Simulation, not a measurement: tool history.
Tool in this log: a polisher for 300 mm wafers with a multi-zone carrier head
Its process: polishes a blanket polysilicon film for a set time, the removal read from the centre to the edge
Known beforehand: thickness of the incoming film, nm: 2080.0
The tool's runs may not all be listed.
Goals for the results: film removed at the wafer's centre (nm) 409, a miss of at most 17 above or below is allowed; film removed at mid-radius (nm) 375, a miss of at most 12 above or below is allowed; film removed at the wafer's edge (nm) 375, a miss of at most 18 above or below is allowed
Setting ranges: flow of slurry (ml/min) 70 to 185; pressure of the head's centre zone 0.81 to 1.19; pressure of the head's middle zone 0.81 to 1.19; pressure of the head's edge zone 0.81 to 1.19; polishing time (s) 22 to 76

| run | hour | flow of slurry (ml/min) | pressure of the head's centre zone | pressure of the head's middle zone | pressure of the head's edge zone | polishing time (s) | film removed at the wafer's centre (nm) | film removed at mid-radius (nm) | film removed at the wafer's edge (nm) |
|---|---|---|---|---|---|---|---|---|---|
| 1 | 0 | 120 | 1 | 1 | 1 | 49 | 283.6 | 285.21 | 282.57 |
| 2 | 3.4 | 120 | 1 | 0.95 | 1 | 49 | 289.97 | 273.83 | 280.93 |
| 3 | 9.1 | 130 | 1 | 0.95 | 1 | 49 | 293.57 | 279.15 | 277.08 |
| 4 | 17.7 | 130 | 1 | 1.03 | 1 | 49 | 296.3 | 288.66 | 287.44 |
| 5 | 19.8 | 130 | 0.96 | 1.03 | 1 | 49 | 280.03 | 292.78 | 289.13 |
| 6 | 21.1 | 130 | 0.96 | 1.09 | 1 | 49 | 285.89 | 301.32 | 276.03 |
| 7 | 24.3 | 135 | 0.97 | 1.08 | 1.02 | 51 | 297.68 | 308.78 | 303.61 |
| 8 | 28.6 | 140 | 0.99 | 1.09 | 1.02 | 52 | 317.15 | 321.52 | 309.22 |

Of the 4 settings listed for the next run, only one would bring every result within its allowed miss of target. Which one?
| A | 32.9 | 140 | 0.92 | 1.19 | 0.92 | 43 | ? | ? | ? |
| B | 32.9 | 160 | 1.14 | 1 | 1.12 | 57 | ? | ? | ? |
| C | 32.9 | 175 | 1.06 | 1 | 1.02 | 61 | ? | ? | ? |
| D | 32.9 | 160 | 0.96 | 1.11 | 0.9 | 60 | ? | ? | ? |

| move | film removed at the wafer's centre (nm) | film removed at mid-radius (nm) | film removed at the wafer's edge (nm) |
|---|---|---|---|
| A | 240.02 | 284.78 | 239.55 |
| B | 405.85 | 347.54 | 356.4 |
| C | 410.59 | 377.81 | 368.05 |
| D | 359.5 | 390.06 | 337.14 |
A: lands further from the targets than the last run did
B: puts the biggest miss on target and leaves a different result outside tolerance
C: each result inside its tolerance
D: nearer than the last run, and not there yet
The right move is C.
